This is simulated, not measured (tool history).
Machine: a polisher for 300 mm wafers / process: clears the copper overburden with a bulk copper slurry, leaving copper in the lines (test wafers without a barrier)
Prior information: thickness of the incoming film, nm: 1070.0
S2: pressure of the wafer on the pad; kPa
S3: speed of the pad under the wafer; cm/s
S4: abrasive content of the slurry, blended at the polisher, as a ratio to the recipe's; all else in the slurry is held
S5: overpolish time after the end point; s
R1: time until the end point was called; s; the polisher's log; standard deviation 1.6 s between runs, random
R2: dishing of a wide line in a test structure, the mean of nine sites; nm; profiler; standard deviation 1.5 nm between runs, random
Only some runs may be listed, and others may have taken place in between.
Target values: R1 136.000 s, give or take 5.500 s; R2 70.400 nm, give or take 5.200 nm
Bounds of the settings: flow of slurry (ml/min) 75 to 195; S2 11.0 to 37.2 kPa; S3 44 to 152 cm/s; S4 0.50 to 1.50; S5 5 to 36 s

Run 1, hour 0.0: flow of slurry (ml/min) 125, S2 24.1 kPa, S3 98 cm/s, S4 1.00, S5 18 s. Result: R1 90.468 s, R2 71.092 nm.
Run 2, hour 7.1: flow of slurry (ml/min) 125, S2 22.8 kPa, S3 98 cm/s, S4 1.00, S5 19 s. Result: R1 96.331 s, R2 71.003 nm.
Run 3, hour 9.3: flow of slurry (ml/min) 125, S2 27.6 kPa, S3 98 cm/s, S4 1.00, S5 19 s. Result: R1 81.512 s, R2 74.823 nm.
Run 4, hour 17.3: flow of slurry (ml/min) 140, S2 27.6 kPa, S3 98 cm/s, S4 1.00, S5 19 s. Result: R1 79.221 s, R2 76.179 nm.
Run 5, hour 19.8: flow of slurry (ml/min) 140, S2 26.2 kPa, S3 98 cm/s, S4 1.00, S5 20 s. Result: R1 81.791 s, R2 75.046 nm.
Run 6, hour 24.0: flow of slurry (ml/min) 140, S2 26.2 kPa, S3 98 cm/s, S4 1.00, S5 14 s. Result: R1 81.890 s, R2 67.672 nm.
Run 7, hour 25.1: flow of slurry (ml/min) 135, S2 24.8 kPa, S3 98 cm/s, S4 1.00, S5 15 s. Result: R1 86.938 s, R2 69.172 nm.
Run 8, hour 27.2: flow of slurry (ml/min) 130, S2 23.4 kPa, S3 98 cm/s, S4 1.00, S5 16 s. Result: R1 91.262 s, R2 67.842 nm.
Run 9, hour 30.5: flow of slurry (ml/min) 130, S2 23.4 kPa, S3 98 cm/s, S4 1.00, S5 16 s. Result: R1 90.573 s, R2 68.521 nm.
Run 10, hour 32.5: flow of slurry (ml/min) 130, S2 22.1 kPa, S3 98 cm/s, S4 1.00, S5 17 s. Result: R1 95.597 s, R2 66.813 nm.
Run 11, hour 39.5: flow of slurry (ml/min) 125, S2 21.4 kPa, S3 98 cm/s, S4 1.00, S5 18 s. Result: R1 97.810 s, R2 65.181 nm.
Run 12, hour 43.7: flow of slurry (ml/min) 120, S2 20.7 kPa, S3 96 cm/s, S4 1.00, S5 20 s. Result: R1 104.040 s, R2 69.239 nm.
Run 13, hour 51.3: flow of slurry (ml/min) 120, S2 20.0 kPa, S3 96 cm/s, S4 1.00, S5 21 s. Result: R1 107.590 s, R2 69.603 nm.
Run 14, hour 59.7: flow of slurry (ml/min) 120, S2 20.0 kPa, S3 96 cm/s, S4 1.00, S5 21 s. Result: R1 107.290 s, R2 70.531 nm.
Run 15, hour 60.7: flow of slurry (ml/min) 120, S2 19.3 kPa, S3 96 cm/s, S4 1.00, S5 22 s. Result: R1 108.070 s, R2 72.248 nm.
Run 16, hour 66.0: flow of slurry (ml/min) 115, S2 18.6 kPa, S3 96 cm/s, S4 1.00, S5 22 s. Result: R1 113.930 s, R2 69.749 nm.
Run 17, hour 68.7: flow of slurry (ml/min) 115, S2 18.6 kPa, S3 96 cm/s, S4 1.00, S5 22 s. Result: R1 112.460 s, R2 67.157 nm.
Run 18, hour 75.8: flow of slurry (ml/min) 115, S2 17.9 kPa, S3 96 cm/s, S4 1.00, S5 23 s. Result: R1 118.030 s, R2 68.549 nm.
Run 19, hour 82.7: flow of slurry (ml/min) 115, S2 17.9 kPa, S3 96 cm/s, S4 1.00, S5 24 s. Result: R1 115.630 s, R2 70.849 nm.
At hour 86.3: head pressure recalibrated.
Run 20, hour 86.3: flow of slurry (ml/min) 100, S2 13.8 kPa, S3 94 cm/s, S4 1.00, S5 28 s. Result: R1 154.480 s, R2 63.794 nm.
Run 21, hour 88.3: flow of slurry (ml/min) 105, S2 13.8 kPa, S3 94 cm/s, S4 1.00, S5 28 s. Result: R1 154.560 s, R2 62.143 nm.
Run 22, hour 93.9: flow of slurry (ml/min) 105, S2 14.5 kPa, S3 94 cm/s, S4 1.00, S5 28 s. Result: R1 148.730 s, R2 63.751 nm.
Run 23, hour 102.1: flow of slurry (ml/min) 110, S2 14.5 kPa, S3 94 cm/s, S4 1.00, S5 29 s. Result: R1 147.850 s, R2 64.488 nm.

Of the 5 settings listed for the next run, only one would bring every result within its allowed miss of target. Which one?
Run A, hour 110.3: flow of slurry (ml/min) 125, S2 11.7 kPa, S3 90 cm/s, S4 1.00, S5 24 s. Result: R1 ?, R2 ?.
Run B, hour 110.3: flow of slurry (ml/min) 110, S2 15.2 kPa, S3 94 cm/s, S4 1.20, S5 35 s. Result: R1 ?, R2 ?.
Run C, hour 110.3: flow of slurry (ml/min) 100, S2 12.4 kPa, S3 104 cm/s, S4 1.05, S5 35 s. Result: R1 ?, R2 ?.
Run D, hour 110.3: flow of slurry (ml/min) 155, S2 17.9 kPa, S3 70 cm/s, S4 0.85, S5 36 s. Result: R1 ?, R2 ?.
Run E, hour 110.3: flow of slurry (ml/min) 100, S2 17.9 kPa, S3 82 cm/s, S4 0.75, S5 21 s. Result: R1 ?, R2 ?.

move       R1      R2
   A  167.700  56.090
   B  135.910  68.339
   C  147.500  65.029
   D  162.520  68.264
   E  158.490  57.351
A: moves away from the targets compared with the last run
B: in spec on every target
C: no nearer and no further than the last run
D: moves away from the targets compared with the last run
E: moves away from the targets compared with the last run
Go with B: it meets all targets.

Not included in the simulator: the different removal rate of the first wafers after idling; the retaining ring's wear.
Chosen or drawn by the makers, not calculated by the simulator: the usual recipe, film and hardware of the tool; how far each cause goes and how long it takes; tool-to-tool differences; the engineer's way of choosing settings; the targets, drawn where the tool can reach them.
